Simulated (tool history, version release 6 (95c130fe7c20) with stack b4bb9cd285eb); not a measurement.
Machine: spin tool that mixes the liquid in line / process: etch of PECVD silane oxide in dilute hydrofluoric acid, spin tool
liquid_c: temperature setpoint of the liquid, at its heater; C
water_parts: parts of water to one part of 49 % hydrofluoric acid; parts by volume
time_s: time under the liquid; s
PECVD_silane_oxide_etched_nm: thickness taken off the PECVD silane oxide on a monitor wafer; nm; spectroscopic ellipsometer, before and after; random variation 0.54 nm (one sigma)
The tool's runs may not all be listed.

| run | hour | liquid_c | water_parts | time_s | PECVD_silane_oxide_etched_nm |
|---|---|---|---|---|---|
| 1 | 0.0 | 22.0 | 60 | 110 | 36.076 |
| 2 | 2.6 | 24.5 | 50 | 110 | 48.797 |
| 3 | 6.9 | 26.0 | 45 | 110 | 58.260 |
| 4 | 14.1 | 26.0 | 65 | 110 | 39.540 |
|  | 17.7 | thermometer replaced |
| 5 | 17.7 | 27.0 | 55 | 110 | 46.044 |
| 6 | 22.7 | 25.5 | 55 | 110 | 42.936 |

Estimate the outcome of run 7 from the log above:
| 7 | 31.1 | 26.5 | 50 | 110 | ? |

Run 7 measured PECVD_silane_oxide_etched_nm 49.875 nm.
